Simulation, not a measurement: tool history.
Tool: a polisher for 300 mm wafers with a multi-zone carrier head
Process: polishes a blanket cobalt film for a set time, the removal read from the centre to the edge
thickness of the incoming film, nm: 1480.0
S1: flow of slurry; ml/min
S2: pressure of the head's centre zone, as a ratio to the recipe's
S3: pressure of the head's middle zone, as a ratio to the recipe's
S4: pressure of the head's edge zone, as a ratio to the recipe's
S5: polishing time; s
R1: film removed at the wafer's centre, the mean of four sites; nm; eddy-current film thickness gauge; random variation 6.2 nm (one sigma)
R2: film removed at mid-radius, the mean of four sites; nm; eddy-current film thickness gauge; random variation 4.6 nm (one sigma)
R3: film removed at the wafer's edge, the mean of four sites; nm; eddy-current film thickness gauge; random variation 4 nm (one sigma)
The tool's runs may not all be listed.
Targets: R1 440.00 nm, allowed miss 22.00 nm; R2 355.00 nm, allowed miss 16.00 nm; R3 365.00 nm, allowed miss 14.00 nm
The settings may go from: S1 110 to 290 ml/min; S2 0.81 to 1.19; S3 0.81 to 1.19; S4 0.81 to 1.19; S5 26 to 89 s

run 1 hour=0.0 | S1=185 S2=1.00 S3=1.00 S4=1.00 S5=57 | R1=242.17 R2=234.66 R3=255.50
run 2 hour=4.6 | S1=185 S2=0.95 S3=1.00 S4=1.00 S5=57 | R1=225.69 R2=240.39 R3=253.52
run 3 hour=9.2 | S1=200 S2=1.02 S3=1.04 S4=1.00 S5=62 | R1=266.63 R2=267.68 R3=280.26
run 4 hour=14.6 | S1=210 S2=1.07 S3=1.04 S4=0.97 S5=67 | R1=319.40 R2=300.46 R3=300.39
run 5 hour=21.5 | S1=210 S2=1.07 S3=1.04 S4=0.97 S5=58 | R1=269.10 R2=259.92 R3=251.11
-- hour=28.5 slurry nozzle cleaned
run 6 hour=28.5 | S1=220 S2=1.10 S3=1.04 S4=0.98 S5=63 | R1=326.70 R2=303.90 R3=292.02
run 7 hour=29.2 | S1=230 S2=1.12 S3=1.01 S4=1.01 S5=63 | R1=331.59 R2=301.50 R3=304.88
run 8 hour=34.6 | S1=240 S2=1.14 S3=0.99 S4=1.00 S5=65 | R1=361.84 R2=305.97 R3=310.13
run 9 hour=38.4 | S1=250 S2=1.15 S3=0.99 S4=1.02 S5=66 | R1=365.34 R2=310.54 R3=314.88
run 10 hour=42.1 | S1=250 S2=1.16 S3=0.99 S4=1.02 S5=68 | R1=375.75 R2=318.68 R3=332.99
run 11 hour=50.8 | S1=255 S2=1.17 S3=0.99 S4=1.01 S5=70 | R1=399.02 R2=328.72 R3=336.91
run 12 hour=55.4 | S1=260 S2=1.18 S3=0.99 S4=1.01 S5=71 | R1=401.99 R2=333.14 R3=341.59

Which of these 5 next moves meets every target?
run A hour=60.0 | S1=250 S2=1.19 S3=0.86 S4=0.98 S5=73 | R1=? R2=? R3=?
run B hour=60.0 | S1=240 S2=1.18 S3=0.98 S4=0.96 S5=77 | R1=? R2=? R3=?
run C hour=60.0 | S1=225 S2=1.15 S3=1.04 S4=1.09 S5=66 | R1=? R2=? R3=?
run D hour=60.0 | S1=245 S2=1.11 S3=1.15 S4=0.97 S5=64 | R1=? R2=? R3=?
run E hour=60.0 | S1=260 S2=1.10 S3=1.08 S4=1.02 S5=68 | R1=? R2=? R3=?

move=A R1=411.58 R2=313.15 R3=351.00
move=B R1=428.41 R2=366.43 R3=364.80
move=C R1=354.61 R2=327.47 R3=329.41
move=D R1=336.18 R2=350.06 R3=304.54
move=E R1=356.59 R2=354.94 R3=333.24
A: further off than the last run
B: meets every target
C: further off than the last run
D: further off than the last run
E: further off than the last run
Move B is the one to make.

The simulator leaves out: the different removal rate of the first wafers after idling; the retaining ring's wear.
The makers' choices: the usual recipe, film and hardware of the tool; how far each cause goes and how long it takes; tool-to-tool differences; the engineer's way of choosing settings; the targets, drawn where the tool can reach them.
